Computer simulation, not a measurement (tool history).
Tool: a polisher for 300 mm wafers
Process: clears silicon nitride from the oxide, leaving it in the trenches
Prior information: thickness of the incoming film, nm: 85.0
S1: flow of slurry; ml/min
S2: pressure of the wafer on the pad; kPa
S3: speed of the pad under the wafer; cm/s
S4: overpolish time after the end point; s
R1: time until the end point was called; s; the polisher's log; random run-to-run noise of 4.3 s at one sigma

Run 1, hour 0: S1 245 ml/min, S2 13.1 kPa, S3 84 cm/s, S4 16 s. Result: R1 194.14 s.
Run 2, hour 4: S1 245 ml/min, S2 11.7 kPa, S3 82 cm/s, S4 16 s. Result: R1 221.81 s.
Run 3, hour 12.1: S1 295 ml/min, S2 11.7 kPa, S3 82 cm/s, S4 16 s. Result: R1 223.55 s.
Run 4, hour 12.7: S1 295 ml/min, S2 10.3 kPa, S3 80 cm/s, S4 16 s. Result: R1 255.23 s.
Run 5, hour 17.3: S1 295 ml/min, S2 9.7 kPa, S3 78 cm/s, S4 16 s. Result: R1 272.68 s.
Run 6, hour 24.5: S1 295 ml/min, S2 9 kPa, S3 76 cm/s, S4 16 s. Result: R1 302.93 s.
Run 7, hour 25.9: S1 295 ml/min, S2 6.2 kPa, S3 76 cm/s, S4 16 s. Result: R1 431.38 s.
Run 8, hour 28.4: S1 300 ml/min, S2 6.2 kPa, S3 76 cm/s, S4 16 s. Result: R1 423.87 s.
Run 9, hour 35.4: S1 305 ml/min, S2 6.2 kPa, S3 76 cm/s, S4 16 s. Result: R1 418.7 s.

For run 10, what comes out?
Run 10, hour 38: S1 310 ml/min, S2 6.2 kPa, S3 76 cm/s, S4 16 s. Result: R1 ?.

R1: 422.97 s
